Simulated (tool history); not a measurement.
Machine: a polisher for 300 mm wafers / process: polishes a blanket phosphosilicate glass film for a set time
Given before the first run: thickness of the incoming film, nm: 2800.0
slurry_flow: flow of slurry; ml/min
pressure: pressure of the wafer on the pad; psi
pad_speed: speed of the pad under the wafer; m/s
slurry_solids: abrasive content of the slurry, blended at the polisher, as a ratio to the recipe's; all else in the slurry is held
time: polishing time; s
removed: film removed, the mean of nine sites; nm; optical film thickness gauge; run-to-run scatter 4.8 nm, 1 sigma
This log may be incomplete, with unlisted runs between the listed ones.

| run | day | slurry_flow | pressure | pad_speed | slurry_solids | time | removed |
|---|---|---|---|---|---|---|---|
| 1 | 0.000 | 305 | 3.9 | 1.02 | 1.00 | 27 | 337.48 |
| 2 | 0.200 | 305 | 3.9 | 1.02 | 1.10 | 27 | 345.34 |
| 3 | 0.279 | 305 | 3.9 | 1.02 | 0.95 | 27 | 330.78 |
| 4 | 0.654 | 305 | 4.2 | 1.02 | 0.95 | 27 | 347.63 |
| 5 | 0.700 | 305 | 4.5 | 1.02 | 0.95 | 27 | 367.72 |
| 6 | 1.042 | 305 | 4.5 | 1.02 | 1.05 | 27 | 380.64 |
| 7 | 1.412 | 305 | 4.7 | 1.02 | 1.05 | 27 | 394.13 |

Forecast run 8:
| 8 | 1.725 | 305 | 4.8 | 1.02 | 1.05 | 27 | ? |

removed: 393.84 nm
